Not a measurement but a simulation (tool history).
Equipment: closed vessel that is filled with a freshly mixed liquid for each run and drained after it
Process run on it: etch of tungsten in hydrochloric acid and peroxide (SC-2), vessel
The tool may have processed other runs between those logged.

| run | hour | temperature setpoint of the liquid (C) | parts of water to one part each of 37 % hydrochloric acid and 30 % peroxide (parts by volume) | time in the liquid (s) | thickness taken off the tungsten on a monitor wafer (Å) |
|---|---|---|---|---|---|
| 1 | 0.0 | 56.0 | 5.5 | 30 | 145.47 |
| 2 | 3.9 | 56.0 | 4.0 | 30 | 179.36 |
| 3 | 6.1 | 54.5 | 4.0 | 30 | 162.71 |
| 4 | 9.2 | 54.5 | 4.0 | 30 | 166.86 |
| 5 | 18.0 | 53.5 | 4.0 | 30 | 155.45 |
| 6 | 26.7 | 52.5 | 4.0 | 30 | 143.94 |
| 7 | 27.9 | 52.0 | 4.0 | 30 | 137.93 |

Run 8, settings as shown, results not yet in. Your forecast:
| 8 | 33.8 | 51.5 | 4.0 | 30 | ? |

{"run 8": {"thickness taken off the tungsten on a monitor wafer (Å)": 134.51}}

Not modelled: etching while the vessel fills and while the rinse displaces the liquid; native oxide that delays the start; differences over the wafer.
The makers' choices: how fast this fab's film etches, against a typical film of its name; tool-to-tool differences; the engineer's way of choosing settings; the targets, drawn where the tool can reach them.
